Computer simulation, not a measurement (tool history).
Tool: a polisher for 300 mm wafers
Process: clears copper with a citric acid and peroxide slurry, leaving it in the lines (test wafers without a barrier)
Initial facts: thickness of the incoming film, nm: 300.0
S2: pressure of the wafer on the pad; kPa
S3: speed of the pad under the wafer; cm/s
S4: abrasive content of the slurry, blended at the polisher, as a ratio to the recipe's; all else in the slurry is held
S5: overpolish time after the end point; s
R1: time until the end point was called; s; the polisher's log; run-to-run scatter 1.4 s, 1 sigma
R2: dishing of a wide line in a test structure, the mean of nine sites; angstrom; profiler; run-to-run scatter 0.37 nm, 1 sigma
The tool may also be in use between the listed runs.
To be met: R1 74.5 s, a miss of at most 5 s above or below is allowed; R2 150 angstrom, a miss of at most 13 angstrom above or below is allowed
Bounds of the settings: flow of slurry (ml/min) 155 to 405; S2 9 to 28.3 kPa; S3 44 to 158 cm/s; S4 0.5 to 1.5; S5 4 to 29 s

Run 1, hour 0: flow of slurry (ml/min) 260, S2 18.6 kPa, S3 100 cm/s, S4 1, S5 15 s. Result: R1 139.83 s, R2 244.98 angstrom.
Run 2, hour 1.9: flow of slurry (ml/min) 260, S2 19.3 kPa, S3 102 cm/s, S4 1, S5 14 s. Result: R1 126.16 s, R2 243.23 angstrom.
Run 3, hour 8.8: flow of slurry (ml/min) 260, S2 19.3 kPa, S3 102 cm/s, S4 1, S5 9 s. Result: R1 132.79 s, R2 153.57 angstrom.
Run 4, hour 15: flow of slurry (ml/min) 260, S2 22.8 kPa, S3 102 cm/s, S4 1, S5 9 s. Result: R1 109.34 s, R2 188.27 angstrom.
At hour 22.1: worn pad replaced by a new one.
Run 5, hour 22.1: flow of slurry (ml/min) 260, S2 24.8 kPa, S3 102 cm/s, S4 1, S5 9 s. Result: R1 91.502 s, R2 220.99 angstrom.
Run 6, hour 25.5: flow of slurry (ml/min) 260, S2 23.4 kPa, S3 102 cm/s, S4 1, S5 9 s. Result: R1 95.249 s, R2 206.63 angstrom.
Run 7, hour 31.3: flow of slurry (ml/min) 260, S2 24.1 kPa, S3 102 cm/s, S4 1, S5 8 s. Result: R1 94.896 s, R2 191 angstrom.
Run 8, hour 40.3: flow of slurry (ml/min) 260, S2 24.8 kPa, S3 102 cm/s, S4 1, S5 8 s. Result: R1 90.666 s, R2 196.76 angstrom.
Run 9, hour 45.5: flow of slurry (ml/min) 260, S2 28.3 kPa, S3 96 cm/s, S4 1, S5 4 s. Result: R1 88.556 s, R2 105.26 angstrom.
Run 10, hour 47.1: flow of slurry (ml/min) 260, S2 28.3 kPa, S3 98 cm/s, S4 1, S5 4 s. Result: R1 83.515 s, R2 110.08 angstrom.
Run 11, hour 52.3: flow of slurry (ml/min) 260, S2 28.3 kPa, S3 100 cm/s, S4 1, S5 4 s. Result: R1 82.329 s, R2 112.04 angstrom.
Run 12, hour 54.3: flow of slurry (ml/min) 260, S2 28.3 kPa, S3 102 cm/s, S4 1, S5 4 s. Result: R1 78.379 s, R2 113.62 angstrom.

Below are 5 possible settings for the next run. Only one of them brings all results inside the allowed miss of their targets. Which is it?
Run A, hour 56.3: flow of slurry (ml/min) 305, S2 28.3 kPa, S3 106 cm/s, S4 1.1, S5 5 s. Result: R1 ?, R2 ?.
Run B, hour 56.3: flow of slurry (ml/min) 255, S2 28.3 kPa, S3 116 cm/s, S4 0.9, S5 6 s. Result: R1 ?, R2 ?.
Run C, hour 56.3: flow of slurry (ml/min) 265, S2 28.3 kPa, S3 112 cm/s, S4 1, S5 4 s. Result: R1 ?, R2 ?.
Run D, hour 56.3: flow of slurry (ml/min) 285, S2 28.3 kPa, S3 106 cm/s, S4 0.85, S5 4 s. Result: R1 ?, R2 ?.
Run E, hour 56.3: flow of slurry (ml/min) 290, S2 26.9 kPa, S3 104 cm/s, S4 1, S5 7 s. Result: R1 ?, R2 ?.

move      R1      R2
   A  75.214  148.06
   B  73.177  181.09
   C  73.742   121.6
   D   80.02  112.32
   E   82.55  186.86
A: all results land within tolerance of their targets
B: takes the result that was furthest off past its target
C: nearer than the last run, and not there yet
D: just as far off the targets as the last run
E: takes the result that was furthest off past its target
A is the move that brings every result within its allowed miss.

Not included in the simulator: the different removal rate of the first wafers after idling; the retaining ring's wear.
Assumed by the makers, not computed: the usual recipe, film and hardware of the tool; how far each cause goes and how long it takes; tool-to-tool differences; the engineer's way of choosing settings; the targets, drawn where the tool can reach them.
